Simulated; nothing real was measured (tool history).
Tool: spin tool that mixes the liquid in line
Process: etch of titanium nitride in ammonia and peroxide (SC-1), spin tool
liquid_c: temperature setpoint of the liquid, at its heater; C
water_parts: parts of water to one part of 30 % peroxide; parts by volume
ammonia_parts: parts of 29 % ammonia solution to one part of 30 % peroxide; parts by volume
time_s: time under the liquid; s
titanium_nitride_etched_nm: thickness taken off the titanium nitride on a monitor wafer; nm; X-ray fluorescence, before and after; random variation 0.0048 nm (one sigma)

| run | hour | liquid_c | water_parts | ammonia_parts | time_s | titanium_nitride_etched_nm |
|---|---|---|---|---|---|---|
| 1 | 0 | 57 | 19.5 | 0.7 | 20 | 1.518 |
| 2 | 5.7 | 54.5 | 19.5 | 0.7 | 20 | 1.2891 |
| 3 | 13.6 | 51.5 | 19.5 | 0.7 | 20 | 1.0449 |
| 4 | 20.4 | 51.5 | 12.5 | 0.7 | 20 | 1.3342 |
| 5 | 26.3 | 49 | 12.5 | 0.7 | 20 | 1.1238 |
| 6 | 35.3 | 49 | 12.5 | 0.7 | 20 | 1.1234 |

Forecast run 7:
| 7 | 40.1 | 47 | 12.5 | 0.7 | 20 | ? |

titanium_nitride_etched_nm: 0.967 nm

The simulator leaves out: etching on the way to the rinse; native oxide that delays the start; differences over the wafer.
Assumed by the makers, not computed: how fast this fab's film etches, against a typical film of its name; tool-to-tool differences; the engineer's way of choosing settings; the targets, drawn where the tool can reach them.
